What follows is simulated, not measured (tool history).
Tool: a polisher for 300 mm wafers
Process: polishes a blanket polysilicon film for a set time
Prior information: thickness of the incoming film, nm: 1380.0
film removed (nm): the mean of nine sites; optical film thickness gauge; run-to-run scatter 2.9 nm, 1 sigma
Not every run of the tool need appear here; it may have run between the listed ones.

run	hour	flow of slurry (ml/min)	pressure of the wafer on the pad (kPa)	speed of the pad under the wafer (cm/s)	polishing time (s)	film removed (nm)
1	0	315	22.1	98	35	325.14
2	3.8	315	22.1	82	35	264.82
3	8.3	315	25.5	82	35	310.91
4	12.8	255	25.5	82	35	310.1
5	14.3	225	25.5	82	35	293.65
6	22.9	225	22.8	82	35	271.41

The next listed run, before its measurement:
7	28.7	225	22.8	82	35	?

film removed (nm): 269.94

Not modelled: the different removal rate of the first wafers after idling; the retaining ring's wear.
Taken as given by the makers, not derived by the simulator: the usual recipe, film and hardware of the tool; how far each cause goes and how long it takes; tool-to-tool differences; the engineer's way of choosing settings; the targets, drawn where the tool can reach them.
